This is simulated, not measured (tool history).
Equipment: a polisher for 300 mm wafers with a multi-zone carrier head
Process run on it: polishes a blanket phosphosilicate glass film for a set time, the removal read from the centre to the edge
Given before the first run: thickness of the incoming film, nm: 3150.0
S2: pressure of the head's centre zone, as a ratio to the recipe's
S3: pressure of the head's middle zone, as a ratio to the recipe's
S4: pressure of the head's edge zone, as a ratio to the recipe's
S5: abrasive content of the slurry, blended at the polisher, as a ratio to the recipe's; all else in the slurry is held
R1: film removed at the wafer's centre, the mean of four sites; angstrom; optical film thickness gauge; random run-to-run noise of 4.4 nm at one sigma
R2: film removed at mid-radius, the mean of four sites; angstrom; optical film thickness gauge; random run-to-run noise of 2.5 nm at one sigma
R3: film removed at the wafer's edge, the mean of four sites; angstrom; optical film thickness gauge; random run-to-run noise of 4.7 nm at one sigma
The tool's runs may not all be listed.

Run 1, hour 0: flow of slurry (ml/min) 315, S2 1, S3 1, S4 1, S5 1, polishing time (s) 68. Result: R1 6926.4 angstrom, R2 7061.1 angstrom, R3 6907.1 angstrom.
Run 2, hour 4.4: flow of slurry (ml/min) 315, S2 1.05, S3 1, S4 1, S5 1, polishing time (s) 68. Result: R1 7283.7 angstrom, R2 6946.5 angstrom, R3 6755 angstrom.
Run 3, hour 9.4: flow of slurry (ml/min) 315, S2 1.05, S3 1, S4 0.94, S5 1, polishing time (s) 68. Result: R1 7162.1 angstrom, R2 7027.3 angstrom, R3 6834.8 angstrom.
Run 4, hour 15.3: flow of slurry (ml/min) 315, S2 0.97, S3 1, S4 0.94, S5 1, polishing time (s) 68. Result: R1 6669.9 angstrom, R2 7024.6 angstrom, R3 6747.3 angstrom.
Run 5, hour 17.4: flow of slurry (ml/min) 315, S2 0.97, S3 1, S4 0.94, S5 1.2, polishing time (s) 68. Result: R1 7308 angstrom, R2 7484.2 angstrom, R3 7402.1 angstrom.
Run 6, hour 26.3: flow of slurry (ml/min) 310, S2 0.98, S3 0.97, S4 0.94, S5 1.1, polishing time (s) 63. Result: R1 6468.5 angstrom, R2 6577.2 angstrom, R3 6470.3 angstrom.
Run 7, hour 34.9: flow of slurry (ml/min) 300, S2 0.99, S3 0.94, S4 0.99, S5 1, polishing time (s) 59. Result: R1 5887.7 angstrom, R2 5736.5 angstrom, R3 5861.6 angstrom.
Run 8, hour 36.1: flow of slurry (ml/min) 295, S2 0.99, S3 0.92, S4 0.99, S5 0.9, polishing time (s) 57. Result: R1 5497.4 angstrom, R2 5189.6 angstrom, R3 5427.4 angstrom.
Run 9, hour 38.2: flow of slurry (ml/min) 290, S2 0.99, S3 0.91, S4 0.98, S5 0.85, polishing time (s) 55. Result: R1 5144.1 angstrom, R2 4872.5 angstrom, R3 5196.8 angstrom.
Run 10, hour 39.3: flow of slurry (ml/min) 295, S2 1, S3 0.91, S4 0.97, S5 0.8, polishing time (s) 53. Result: R1 4771.8 angstrom, R2 4549 angstrom, R3 4684.7 angstrom.
Run 11, hour 43.6: flow of slurry (ml/min) 290, S2 1, S3 0.89, S4 0.96, S5 0.75, polishing time (s) 53. Result: R1 4680.9 angstrom, R2 4337.1 angstrom, R3 4583.6 angstrom.
Run 12, hour 50.6: flow of slurry (ml/min) 290, S2 1, S3 0.88, S4 0.94, S5 0.7, polishing time (s) 53. Result: R1 4581.2 angstrom, R2 4159.1 angstrom, R3 4369.7 angstrom.
Run 13, hour 54.6: flow of slurry (ml/min) 285, S2 0.99, S3 0.87, S4 0.93, S5 0.65, polishing time (s) 53. Result: R1 4231.3 angstrom, R2 3944.7 angstrom, R3 4313.8 angstrom.
Run 14, hour 62.7: flow of slurry (ml/min) 290, S2 1, S3 0.87, S4 0.92, S5 0.65, polishing time (s) 53. Result: R1 4387.7 angstrom, R2 4001.4 angstrom, R3 4260.2 angstrom.

Run 15 is up next; what results do you expect?
Run 15, hour 69.3: flow of slurry (ml/min) 290, S2 1, S3 0.86, S4 0.91, S5 0.65, polishing time (s) 53. Result: R1 ?, R2 ?, R3 ?.

Run 15 produced R1 4390.9 angstrom, R2 3942.5 angstrom, R3 4263.1 angstrom.
